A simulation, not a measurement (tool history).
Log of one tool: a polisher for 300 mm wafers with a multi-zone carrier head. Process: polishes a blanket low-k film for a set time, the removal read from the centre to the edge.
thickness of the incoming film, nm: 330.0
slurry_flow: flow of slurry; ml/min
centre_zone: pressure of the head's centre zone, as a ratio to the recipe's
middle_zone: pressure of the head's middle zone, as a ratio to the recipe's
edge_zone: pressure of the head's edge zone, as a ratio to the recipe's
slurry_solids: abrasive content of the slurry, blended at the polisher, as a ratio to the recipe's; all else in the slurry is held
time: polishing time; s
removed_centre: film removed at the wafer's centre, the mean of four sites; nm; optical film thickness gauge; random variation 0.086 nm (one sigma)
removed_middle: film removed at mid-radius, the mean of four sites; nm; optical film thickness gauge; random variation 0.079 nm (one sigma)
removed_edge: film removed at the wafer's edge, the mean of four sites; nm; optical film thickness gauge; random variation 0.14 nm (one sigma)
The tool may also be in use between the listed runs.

run	hour	slurry_flow	centre_zone	middle_zone	edge_zone	slurry_solids	time	removed_centre	removed_middle	removed_edge
1	0	305	1	1	1	1	48	14.698	14.951	14.876
2	4	295	1	0.97	0.99	1	48	14.644	14.418	15.005
3	9	295	1	0.97	0.94	1	48	14.538	14.537	14.672
4	15.1	295	1.07	0.97	0.94	1	48	15.53	14.54	14.329
5	17.8	295	1.14	0.97	0.94	1	48	16.379	14.533	14.618
6	21.6	295	1.14	0.97	0.9	1	48	16.303	14.483	14.273
7	27.2	285	1.11	0.94	0.9	1	48	16.043	14.079	14.519
8	35.3	285	1.09	0.92	0.9	0.95	48	15.333	13.412	13.728
9	41.4	225	0.99	0.82	1	0.95	48	13.794	12.142	14.482
10	45.9	225	0.99	0.82	1	0.95	48	13.901	12.114	14.362

The next listed run, before its measurement:
11	48.1	225	0.99	0.82	0.99	0.95	48	?	?	?

{"run 11": {"removed_centre": 13.674, "removed_middle": 12.027, "removed_edge": 14.26}}
